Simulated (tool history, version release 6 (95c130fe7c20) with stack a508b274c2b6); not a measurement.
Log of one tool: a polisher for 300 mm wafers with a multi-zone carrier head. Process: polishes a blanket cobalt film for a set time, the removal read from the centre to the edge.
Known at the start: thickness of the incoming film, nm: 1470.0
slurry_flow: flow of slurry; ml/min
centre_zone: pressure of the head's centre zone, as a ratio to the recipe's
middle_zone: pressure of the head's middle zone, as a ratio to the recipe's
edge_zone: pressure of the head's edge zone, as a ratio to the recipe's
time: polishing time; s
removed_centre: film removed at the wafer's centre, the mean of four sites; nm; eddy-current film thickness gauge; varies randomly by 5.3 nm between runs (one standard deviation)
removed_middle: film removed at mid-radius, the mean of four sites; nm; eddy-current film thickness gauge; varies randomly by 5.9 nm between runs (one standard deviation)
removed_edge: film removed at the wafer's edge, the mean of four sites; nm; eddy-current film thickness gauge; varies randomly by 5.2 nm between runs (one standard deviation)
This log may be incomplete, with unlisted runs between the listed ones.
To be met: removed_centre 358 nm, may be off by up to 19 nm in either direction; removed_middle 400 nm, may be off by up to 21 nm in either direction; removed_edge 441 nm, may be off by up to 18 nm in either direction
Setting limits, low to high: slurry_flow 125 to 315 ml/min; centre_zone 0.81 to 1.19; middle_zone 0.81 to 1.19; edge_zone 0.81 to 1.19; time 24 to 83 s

run 1 hour=0 | slurry_flow=205 centre_zone=1 middle_zone=1 edge_zone=1 time=53 | removed_centre=349.94 removed_middle=335.64 removed_edge=321.2
run 2 hour=2.3 | slurry_flow=205 centre_zone=1 middle_zone=0.92 edge_zone=1 time=53 | removed_centre=355.88 removed_middle=316.75 removed_edge=327.34
run 3 hour=8.4 | slurry_flow=175 centre_zone=1 middle_zone=0.92 edge_zone=1 time=53 | removed_centre=350.59 removed_middle=306.57 removed_edge=331.45
run 4 hour=11.5 | slurry_flow=175 centre_zone=1 middle_zone=0.92 edge_zone=1 time=44 | removed_centre=291.57 removed_middle=255.96 removed_edge=272.35
-- hour=18.2 centre zone pressure recalibrated
run 5 hour=18.2 | slurry_flow=170 centre_zone=0.98 middle_zone=0.93 edge_zone=1.01 time=46 | removed_centre=273.47 removed_middle=276.85 removed_edge=279.99
run 6 hour=19.9 | slurry_flow=170 centre_zone=0.98 middle_zone=0.9 edge_zone=1.01 time=46 | removed_centre=272.21 removed_middle=258.16 removed_edge=281.31
run 7 hour=22.9 | slurry_flow=165 centre_zone=0.98 middle_zone=0.91 edge_zone=1.02 time=48 | removed_centre=279.46 removed_middle=279.97 removed_edge=291.47
run 8 hour=25.1 | slurry_flow=165 centre_zone=0.98 middle_zone=0.9 edge_zone=1.03 time=50 | removed_centre=301.79 removed_middle=277.51 removed_edge=310.99
run 9 hour=33.1 | slurry_flow=160 centre_zone=0.97 middle_zone=0.91 edge_zone=1.04 time=52 | removed_centre=298.3 removed_middle=296.72 removed_edge=323.35
run 10 hour=36 | slurry_flow=160 centre_zone=0.97 middle_zone=0.92 edge_zone=1.05 time=53 | removed_centre=311.87 removed_middle=301.52 removed_edge=326.96

Which of these 4 next moves meets every target?
run A hour=38.9 | slurry_flow=140 centre_zone=1.06 middle_zone=0.81 edge_zone=1.16 time=56 | removed_centre=? removed_middle=? removed_edge=?
run B hour=38.9 | slurry_flow=130 centre_zone=0.85 middle_zone=0.88 edge_zone=1.02 time=73 | removed_centre=? removed_middle=? removed_edge=?
run C hour=38.9 | slurry_flow=175 centre_zone=1.06 middle_zone=1.18 edge_zone=0.95 time=50 | removed_centre=? removed_middle=? removed_edge=?
run D hour=38.9 | slurry_flow=180 centre_zone=1.03 middle_zone=0.93 edge_zone=1.01 time=40 | removed_centre=? removed_middle=? removed_edge=?

move=A removed_centre=351.38 removed_middle=293.8 removed_edge=360.99
move=B removed_centre=363.54 removed_middle=403.36 removed_edge=444.33
move=C removed_centre=322.75 removed_middle=354.08 removed_edge=302.12
move=D removed_centre=251.25 removed_middle=237.72 removed_edge=248.5
A: nearer the targets than the last run, but a result is still out of spec
B: meets every target
C: further off than the last run
D: further off than the last run
So the answer is move B, the one that meets all the targets.
